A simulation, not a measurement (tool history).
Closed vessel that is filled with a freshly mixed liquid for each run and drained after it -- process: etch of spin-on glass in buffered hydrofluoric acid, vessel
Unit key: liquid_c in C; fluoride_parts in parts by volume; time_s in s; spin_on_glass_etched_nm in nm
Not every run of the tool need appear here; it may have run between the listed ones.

run	hour	liquid_c	fluoride_parts	time_s	spin_on_glass_etched_nm
1	0	25	19	90	143.52
2	2.6	25	19	90	144.76
3	10.1	25.5	19	90	148.77
4	16.5	25.5	19	100	164.2
5	19.6	28.5	19	100	193.78
6	27.3	28.5	21.5	100	173.85
7	34.4	29	21	100	182.67
8	40.2	29.5	21	100	188.19
9	46.2	30	21	100	192.94

Expected results for the next run?
10	47.5	31	20	100	?

{"run 10": {"spin_on_glass_etched_nm": 210.89}}
